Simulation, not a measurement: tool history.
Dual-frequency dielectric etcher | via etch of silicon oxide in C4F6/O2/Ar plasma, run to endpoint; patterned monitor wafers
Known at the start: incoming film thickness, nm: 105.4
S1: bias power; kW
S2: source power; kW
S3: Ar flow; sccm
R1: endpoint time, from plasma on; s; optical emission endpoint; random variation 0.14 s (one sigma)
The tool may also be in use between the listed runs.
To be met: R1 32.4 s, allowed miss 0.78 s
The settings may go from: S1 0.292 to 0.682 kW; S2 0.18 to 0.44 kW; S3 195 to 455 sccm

run,day,S1,S2,S3,R1
1,0,0.487,0.31,325,25.404
2,0.196,0.447,0.29,331,27.075
3,0.267,0.447,0.29,286,26.67
4,0.542,0.415,0.28,289,27.664
5,0.562,0.415,0.26,289,28.831
6,0.883,0.415,0.26,246,28.38
7,1.242,0.392,0.25,247,29.066
8,1.525,0.374,0.24,249,30.166
9,1.629,0.359,0.24,250,30.758

Which of these 4 next moves meets every target?
A,1.733,0.436,0.26,262,?
B,1.733,0.316,0.3,250,?
C,1.733,0.334,0.27,261,?
D,1.733,0.341,0.23,277,?

move,R1
A,27.718
B,28.536
C,29.606
D,31.962
A: further off than the last run
B: further off than the last run
C: further off than the last run
D: meets every target
Move D is the one to make.
